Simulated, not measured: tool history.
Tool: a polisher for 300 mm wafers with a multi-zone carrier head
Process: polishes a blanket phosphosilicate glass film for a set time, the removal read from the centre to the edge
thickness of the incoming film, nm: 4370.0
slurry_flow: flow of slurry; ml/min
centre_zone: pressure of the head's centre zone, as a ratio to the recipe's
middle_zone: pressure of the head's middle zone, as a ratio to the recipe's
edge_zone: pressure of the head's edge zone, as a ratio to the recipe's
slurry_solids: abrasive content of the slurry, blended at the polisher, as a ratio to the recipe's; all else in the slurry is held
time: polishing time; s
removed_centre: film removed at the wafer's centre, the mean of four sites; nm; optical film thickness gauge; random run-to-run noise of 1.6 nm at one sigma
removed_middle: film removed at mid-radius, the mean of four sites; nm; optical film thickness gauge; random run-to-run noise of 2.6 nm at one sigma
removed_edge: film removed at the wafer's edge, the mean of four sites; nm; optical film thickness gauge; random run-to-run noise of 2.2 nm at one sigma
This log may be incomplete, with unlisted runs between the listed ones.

| run | hour | slurry_flow | centre_zone | middle_zone | edge_zone | slurry_solids | time | removed_centre | removed_middle | removed_edge |
|---|---|---|---|---|---|---|---|---|---|---|
| 1 | 0 | 275 | 1 | 1 | 1 | 1 | 35 | 349.55 | 351.53 | 353.08 |
| 2 | 7.1 | 275 | 0.92 | 1 | 1 | 1 | 35 | 322.29 | 345.56 | 350.18 |
| 3 | 7.7 | 315 | 0.92 | 1 | 1 | 1 | 35 | 327.38 | 348.81 | 359.14 |
| 4 | 8.5 | 285 | 0.92 | 0.97 | 0.94 | 0.9 | 35 | 309.23 | 316.46 | 325.2 |
| 5 | 14.1 | 285 | 0.92 | 0.97 | 0.99 | 0.9 | 35 | 307.44 | 320.25 | 329.97 |
| 6 | 14.7 | 285 | 0.92 | 0.97 | 0.99 | 0.9 | 31 | 270.69 | 286.87 | 301.75 |
| 7 | 23.4 | 260 | 0.93 | 0.96 | 0.94 | 0.9 | 31 | 267.56 | 280.75 | 287.05 |
| 8 | 31.1 | 245 | 0.94 | 0.94 | 0.91 | 0.9 | 31 | 272.58 | 272.29 | 279.55 |

Run 9 comes next. What will it give?
| 9 | 35.7 | 210 | 0.93 | 0.93 | 0.83 | 0.85 | 31 | ? | ? | ? |

Run 9 measured removed_centre 254.57 nm, removed_middle 257.88 nm, removed_edge 258.81 nm.
